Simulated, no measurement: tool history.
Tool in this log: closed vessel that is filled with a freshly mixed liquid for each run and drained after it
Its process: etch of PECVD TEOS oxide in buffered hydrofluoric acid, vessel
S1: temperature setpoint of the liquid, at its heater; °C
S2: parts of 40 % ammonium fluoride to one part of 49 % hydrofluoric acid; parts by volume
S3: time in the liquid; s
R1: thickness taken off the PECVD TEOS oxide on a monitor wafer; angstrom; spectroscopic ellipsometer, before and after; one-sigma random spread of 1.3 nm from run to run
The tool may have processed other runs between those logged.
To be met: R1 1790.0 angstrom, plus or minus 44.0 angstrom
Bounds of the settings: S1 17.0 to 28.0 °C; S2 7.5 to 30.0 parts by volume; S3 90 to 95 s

run,day,S1,S2,S3,R1
1,0.000,20.0,21.0,90,1131.7
2,0.179,20.0,21.0,95,1205.1
3,0.546,22.0,21.0,95,1320.9
4,0.883,24.0,20.5,95,1510.0
5,1.146,24.0,15.5,95,1973.0
6,1.446,25.5,15.5,95,2151.3
7,1.708,24.5,15.5,95,2044.0
8,1.796,23.5,15.5,95,1921.0

5 candidate next runs follow, results not yet known. Just one meets every target within its allowed miss. Identify it.
A,1.883,23.0,17.5,95,?
B,1.883,24.0,18.0,95,?
C,1.883,23.0,15.5,90,?
D,1.883,19.5,14.0,95,?
E,1.883,22.5,17.0,95,?

move,R1
A,1663.9
B,1709.6
C,1776.4
D,1705.9
E,1665.6
A: moves the result that the last run missed by most past its target, out the other side
B: moves the result that the last run missed by most past its target, out the other side
C: in spec on every target
D: moves the result that the last run missed by most past its target, out the other side
E: moves the result that the last run missed by most past its target, out the other side
The right move is C.
